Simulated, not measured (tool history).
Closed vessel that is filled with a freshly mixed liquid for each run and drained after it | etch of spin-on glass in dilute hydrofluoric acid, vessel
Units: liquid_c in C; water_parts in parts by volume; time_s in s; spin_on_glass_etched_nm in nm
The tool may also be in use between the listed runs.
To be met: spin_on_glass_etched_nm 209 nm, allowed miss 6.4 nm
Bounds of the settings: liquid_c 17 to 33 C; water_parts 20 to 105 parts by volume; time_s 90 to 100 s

run 1 day=0 | liquid_c=25 water_parts=55 time_s=90 | spin_on_glass_etched_nm=100.89
run 2 day=0.196 | liquid_c=25 water_parts=55 time_s=100 | spin_on_glass_etched_nm=113.02
run 3 day=0.558 | liquid_c=27 water_parts=50 time_s=100 | spin_on_glass_etched_nm=136.16
run 4 day=0.912 | liquid_c=28.5 water_parts=45 time_s=100 | spin_on_glass_etched_nm=159.33
run 5 day=1.221 | liquid_c=28.5 water_parts=45 time_s=100 | spin_on_glass_etched_nm=162.72
run 6 day=1.254 | liquid_c=30 water_parts=45 time_s=100 | spin_on_glass_etched_nm=172.86
run 7 day=1.396 | liquid_c=30.5 water_parts=45 time_s=100 | spin_on_glass_etched_nm=176.66
run 8 day=1.517 | liquid_c=31 water_parts=45 time_s=100 | spin_on_glass_etched_nm=177.5
run 9 day=1.767 | liquid_c=31.5 water_parts=45 time_s=100 | spin_on_glass_etched_nm=180.19
run 10 day=1.842 | liquid_c=32 water_parts=45 time_s=100 | spin_on_glass_etched_nm=184.4

Which of these 4 next moves meets every target?
run A day=1.917 | liquid_c=32.5 water_parts=40 time_s=90 | spin_on_glass_etched_nm=?
run B day=1.917 | liquid_c=30.5 water_parts=50 time_s=100 | spin_on_glass_etched_nm=?
run C day=1.917 | liquid_c=32 water_parts=40 time_s=100 | spin_on_glass_etched_nm=?
run D day=1.917 | liquid_c=33 water_parts=45 time_s=100 | spin_on_glass_etched_nm=?

move=A spin_on_glass_etched_nm=191.28
move=B spin_on_glass_etched_nm=154.77
move=C spin_on_glass_etched_nm=208.44
move=D spin_on_glass_etched_nm=191.01
A: nearer than the last run, and not there yet
B: further off than the last run
C: meets every target
D: nearer than the last run, and not there yet
Move C is the one to make.

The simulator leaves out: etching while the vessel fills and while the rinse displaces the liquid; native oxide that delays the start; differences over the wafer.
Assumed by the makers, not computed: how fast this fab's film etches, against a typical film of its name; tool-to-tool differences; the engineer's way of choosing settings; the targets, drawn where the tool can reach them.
